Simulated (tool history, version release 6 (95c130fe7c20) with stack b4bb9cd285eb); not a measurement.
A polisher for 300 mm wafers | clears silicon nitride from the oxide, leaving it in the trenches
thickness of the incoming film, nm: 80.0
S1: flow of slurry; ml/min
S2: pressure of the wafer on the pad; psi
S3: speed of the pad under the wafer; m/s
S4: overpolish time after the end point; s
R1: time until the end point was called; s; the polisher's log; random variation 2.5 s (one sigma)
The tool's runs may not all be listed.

| run | day | S1 | S2 | S3 | S4 | R1 |
|---|---|---|---|---|---|---|
| 1 | 0 | 290 | 2.1 | 0.76 | 44 | 138.18 |
| 2 | 0.167 | 290 | 2.1 | 0.76 | 47 | 139.42 |
| 3 | 0.496 | 290 | 2.1 | 0.92 | 47 | 120.43 |
| 4 | 0.638 | 235 | 2.1 | 0.92 | 47 | 126.03 |
| 5 | 0.679 | 235 | 2.1 | 0.74 | 47 | 143.92 |
| 6 | 0.8 | 235 | 2.5 | 0.74 | 47 | 123.09 |
| 7 | 1.021 | 235 | 2.2 | 0.72 | 47 | 139.82 |

Forecast run 8:
| 8 | 1.062 | 235 | 2 | 0.7 | 47 | ? |

R1: 156.62 s

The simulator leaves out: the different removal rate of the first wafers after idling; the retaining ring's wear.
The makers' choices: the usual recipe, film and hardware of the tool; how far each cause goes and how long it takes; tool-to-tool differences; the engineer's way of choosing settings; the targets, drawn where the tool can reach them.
